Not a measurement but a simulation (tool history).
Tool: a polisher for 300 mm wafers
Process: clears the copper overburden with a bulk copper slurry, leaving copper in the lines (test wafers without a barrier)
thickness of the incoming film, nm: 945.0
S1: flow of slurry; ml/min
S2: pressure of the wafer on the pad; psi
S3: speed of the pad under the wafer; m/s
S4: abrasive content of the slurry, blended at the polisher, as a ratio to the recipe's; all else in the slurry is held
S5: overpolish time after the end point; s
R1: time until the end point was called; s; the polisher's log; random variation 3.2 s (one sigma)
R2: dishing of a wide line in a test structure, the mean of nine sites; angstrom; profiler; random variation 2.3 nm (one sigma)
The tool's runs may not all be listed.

run  hour   S1   S2    S3   S4  S5      R1       R2
  1   0.0  185  1.8  1.04  1.0  28  146.86   935.64
  2   7.3  185  2.1  1.04  1.0  28  124.91  1015.60
  3  14.5  145  2.1  1.04  1.0  28  130.38  1009.60
  4  21.1  145  2.0  1.04  1.0  30  137.09   974.03
  5  28.7  145  2.0  1.16  1.0  30  121.85  1063.70
  6  33.9  145  2.0  1.16  1.1  30  123.23  1007.20
  7  37.6  145  1.9  1.14  1.1  32  130.14  1091.90
  8  45.1  145  1.8  1.14  1.1  33  135.00  1060.80
  9  49.7  145  1.7  1.12  1.1  34  148.23   990.44

Run 10 comes next. What will it give?
 10  52.0  145  1.7  1.12  1.1  34   ?   ?

R1: 143.44 s
R2: 1018.30 angstrom
